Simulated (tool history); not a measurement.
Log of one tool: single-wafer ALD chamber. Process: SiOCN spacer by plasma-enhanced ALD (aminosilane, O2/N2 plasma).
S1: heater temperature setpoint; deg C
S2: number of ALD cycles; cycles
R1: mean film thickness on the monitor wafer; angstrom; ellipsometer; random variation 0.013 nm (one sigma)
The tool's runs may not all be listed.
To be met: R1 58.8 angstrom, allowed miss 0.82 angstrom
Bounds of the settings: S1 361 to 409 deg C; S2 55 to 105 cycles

{"run": 1, "hour": 0.0, "S1": 385, "S2": 80, "R1": 49.005}
{"run": 2, "hour": 5.0, "S1": 385, "S2": 85, "R1": 52.048}
{"run": 3, "hour": 6.2, "S1": 385, "S2": 89, "R1": 54.491}
{"run": 4, "hour": 11.5, "S1": 380, "S2": 89, "R1": 54.489}
{"run": 5, "hour": 16.6, "S1": 373, "S2": 89, "R1": 54.335}
{"run": 6, "hour": 21.4, "S1": 373, "S2": 91, "R1": 55.651}
{"run": 7, "hour": 22.8, "S1": 373, "S2": 93, "R1": 57.113}
{"run": 8, "hour": 30.2, "S1": 373, "S2": 94, "R1": 57.694}
{"run": 9, "hour": 35.3, "S1": 373, "S2": 94, "R1": 57.599}

Which of these 4 next moves meets every target?
{"run": "A", "hour": 40.4, "S1": 380, "S2": 92, "R1": "?"}
{"run": "B", "hour": 40.4, "S1": 384, "S2": 96, "R1": "?"}
{"run": "C", "hour": 40.4, "S1": 374, "S2": 92, "R1": "?"}
{"run": "D", "hour": 40.4, "S1": 377, "S2": 90, "R1": "?"}

move=A R1=56.111
move=B R1=58.55
move=C R1=56.111
move=D R1=54.891
A: further off than the last run
B: meets every target
C: further off than the last run
D: further off than the last run
Answer: B

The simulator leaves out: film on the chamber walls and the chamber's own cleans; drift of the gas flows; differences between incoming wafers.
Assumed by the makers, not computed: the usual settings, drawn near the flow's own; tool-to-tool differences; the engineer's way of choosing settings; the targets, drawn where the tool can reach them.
